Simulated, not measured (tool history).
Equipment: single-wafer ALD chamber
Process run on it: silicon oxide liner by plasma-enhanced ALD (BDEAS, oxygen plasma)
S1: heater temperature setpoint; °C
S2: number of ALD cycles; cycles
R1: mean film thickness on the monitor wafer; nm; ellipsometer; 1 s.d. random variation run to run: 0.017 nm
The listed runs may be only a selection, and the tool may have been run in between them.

Run 1, day 0.000: S1 315 °C, S2 64 cycles. Result: R1 5.5204 nm.
Run 2, day 0.254: S1 315 °C, S2 70 cycles. Result: R1 6.0390 nm.
Run 3, day 0.333: S1 316 °C, S2 66 cycles. Result: R1 5.7068 nm.
Run 4, day 0.688: S1 316 °C, S2 59 cycles. Result: R1 5.1247 nm.
Run 5, day 0.758: S1 316 °C, S2 51 cycles. Result: R1 4.4254 nm.
Run 6, day 0.933: S1 316 °C, S2 53 cycles. Result: R1 4.5603 nm.
Run 7, day 1.017: S1 316 °C, S2 53 cycles. Result: R1 4.6048 nm.

Run 8 has not been measured yet. What should we expect?
Run 8, day 1.275: S1 315 °C, S2 59 cycles. Result: R1 ?.

{"run 8": {"R1": 5.1056}}
